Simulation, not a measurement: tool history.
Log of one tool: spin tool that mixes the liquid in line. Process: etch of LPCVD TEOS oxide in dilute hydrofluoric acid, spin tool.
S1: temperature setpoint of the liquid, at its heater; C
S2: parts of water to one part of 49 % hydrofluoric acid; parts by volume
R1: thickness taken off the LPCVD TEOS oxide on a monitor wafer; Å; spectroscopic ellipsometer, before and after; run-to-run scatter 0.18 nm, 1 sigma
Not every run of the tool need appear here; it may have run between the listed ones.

Run 1, hour 0.0: S1 21.0 C, S2 215 parts by volume, time under the liquid (s) 80. Result: R1 110.260 Å.
Run 2, hour 1.7: S1 21.0 C, S2 255 parts by volume, time under the liquid (s) 80. Result: R1 89.192 Å.
Run 3, hour 3.2: S1 22.5 C, S2 225 parts by volume, time under the liquid (s) 80. Result: R1 109.330 Å.
Run 4, hour 5.4: S1 24.0 C, S2 200 parts by volume, time under the liquid (s) 80. Result: R1 134.410 Å.
Run 5, hour 11.1: S1 25.0 C, S2 185 parts by volume, time under the liquid (s) 80. Result: R1 154.670 Å.
Run 6, hour 18.6: S1 26.0 C, S2 175 parts by volume, time under the liquid (s) 80. Result: R1 169.400 Å.
Run 7, hour 21.9: S1 26.5 C, S2 165 parts by volume, time under the liquid (s) 80. Result: R1 184.420 Å.
Run 8, hour 25.9: S1 27.0 C, S2 160 parts by volume, time under the liquid (s) 80. Result: R1 193.820 Å.

Run 9 has not been measured yet. What should we expect?
Run 9, hour 29.0: S1 27.5 C, S2 155 parts by volume, time under the liquid (s) 80. Result: R1 ?.

Logged for run 9: R1 205.940 Å.
